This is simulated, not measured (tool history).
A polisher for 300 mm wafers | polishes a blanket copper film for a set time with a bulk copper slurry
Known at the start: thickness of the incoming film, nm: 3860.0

run,hour,flow of slurry (ml/min),pressure of the wafer on the pad (psi),speed of the pad under the wafer (cm/s),abrasive content of the slurry,polishing time (s),film removed (Å)
1,0,150,3.4,86,1,76,7077.1
2,8.1,150,4.1,86,1,76,8499.9
3,8.8,145,3.7,86,1,76,7576.6
4,14.7,145,3.3,86,1,76,6739
5,20.1,175,3.3,86,1,76,7021
6,20.7,175,3.3,86,1,76,6976.3
7,23.9,170,3.1,86,1,76,6625.3
8,26.8,165,2.9,86,1,76,6122.2

The next listed run, before its measurement:
9,35.5,160,2.8,86,1,76,?

Run 9 gave film removed (Å) 5874.2.
